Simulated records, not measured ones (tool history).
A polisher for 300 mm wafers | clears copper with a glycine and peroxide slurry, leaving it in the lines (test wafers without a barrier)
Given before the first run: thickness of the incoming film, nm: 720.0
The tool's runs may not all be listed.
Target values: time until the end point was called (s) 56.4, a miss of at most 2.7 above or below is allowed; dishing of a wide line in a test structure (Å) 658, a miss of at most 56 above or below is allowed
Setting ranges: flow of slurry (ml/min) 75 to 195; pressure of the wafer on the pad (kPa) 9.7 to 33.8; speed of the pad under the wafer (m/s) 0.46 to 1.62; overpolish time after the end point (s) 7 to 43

| run | hour | flow of slurry (ml/min) | pressure of the wafer on the pad (kPa) | speed of the pad under the wafer (m/s) | overpolish time after the end point (s) | time until the end point was called (s) | dishing of a wide line in a test structure (Å) |
|---|---|---|---|---|---|---|---|
| 1 | 0 | 125 | 21.4 | 1.04 | 22 | 99.1 | 1007.9 |
| 2 | 0.9 | 120 | 22.1 | 1.22 | 17 | 85.98 | 927.61 |
| 3 | 4.8 | 120 | 22.1 | 1 | 17 | 101.08 | 838.89 |
| 4 | 13.3 | 120 | 22.1 | 1.2 | 17 | 86.964 | 923.36 |
| 5 | 20.9 | 120 | 22.1 | 1.2 | 8 | 87.318 | 499.23 |
| 6 | 23.7 | 120 | 25.5 | 1.2 | 8 | 77.939 | 586.95 |
| 7 | 24.6 | 140 | 26.2 | 1.26 | 8 | 72.486 | 575.33 |
| 8 | 29.2 | 140 | 28.3 | 1.28 | 8 | 65.319 | 648.22 |
| 9 | 32.2 | 150 | 29 | 1.3 | 8 | 61.632 | 664.32 |
| 10 | 35.7 | 155 | 29.6 | 1.3 | 8 | 60.818 | 670.56 |
| 11 | 39.5 | 160 | 30.3 | 1.3 | 8 | 59.753 | 702.51 |

Exercise: of the 4 proposed moves below, exactly one satisfies all targets within the stated allowed misses. Which move is it?
| A | 43.3 | 135 | 29.6 | 1.48 | 7 | ? | ? |
| B | 43.3 | 165 | 28.3 | 1.18 | 9 | ? | ? |
| C | 43.3 | 120 | 26.9 | 1.62 | 10 | ? | ? |
| D | 43.3 | 155 | 31 | 1.22 | 7 | ? | ? |

| move | time until the end point was called (s) | dishing of a wide line in a test structure (Å) |
|---|---|---|
| A | 56.287 | 658.93 |
| B | 67.357 | 700.87 |
| C | 58.496 | 853.07 |
| D | 61.125 | 615.84 |
A: each result inside its tolerance
B: misses by more than the last run did
C: corrects the largest miss of the last run, while another result sits out of spec
D: misses by more than the last run did
Answer: A
